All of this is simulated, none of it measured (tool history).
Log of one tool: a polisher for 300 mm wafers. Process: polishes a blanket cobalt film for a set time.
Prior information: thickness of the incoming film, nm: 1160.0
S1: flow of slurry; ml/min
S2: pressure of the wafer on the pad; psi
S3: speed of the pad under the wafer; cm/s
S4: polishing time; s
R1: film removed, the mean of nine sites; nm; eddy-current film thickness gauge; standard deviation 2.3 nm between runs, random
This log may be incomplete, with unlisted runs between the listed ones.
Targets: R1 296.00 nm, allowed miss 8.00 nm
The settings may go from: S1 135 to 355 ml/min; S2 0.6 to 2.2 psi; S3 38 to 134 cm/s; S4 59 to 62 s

run    day   S1   S2  S3  S4      R1
  1  0.000  225  1.4  86  59  190.38
  2  0.092  175  1.4  86  59  183.44
  3  0.262  175  1.1  86  59  153.01
  4  0.367  210  1.1  86  59  156.68
  5  0.479  225  1.4  86  59  192.30
  6  0.508  245  1.6  86  59  218.97
  7  0.571  255  1.7  86  59  229.47
  8  0.912  260  1.8  86  59  241.41
  9  1.188  265  1.9  86  59  247.18
 10  1.542  275  2.0  86  59  265.41
 11  1.725  280  2.1  86  59  275.73
 12  1.862  285  2.1  86  59  278.62
 13  2.079  285  2.1  86  59  277.11
 14  2.188  285  2.1  86  59  280.52
 15  2.404  290  2.1  86  59  280.03

Next run, 5 choices. One meets every target within its allowed miss, the rest don't. Which?
  A  2.621  305  2.2  90  62   ?
  B  2.621  325  2.2  88  59   ?
  C  2.621  335  2.1  92  62   ?
  D  2.621  300  2.0  76  60   ?
  E  2.621  330  2.2  86  62   ?

move      R1
   A  315.52
   B  296.63
   C  310.79
   D  245.98
   E  306.52
A: carries the result that was furthest off beyond its target, to the other side
B: all results land within tolerance of their targets
C: carries the result that was furthest off beyond its target, to the other side
D: moves away from the targets compared with the last run
E: carries the result that was furthest off beyond its target, to the other side
The move that meets every target is B.
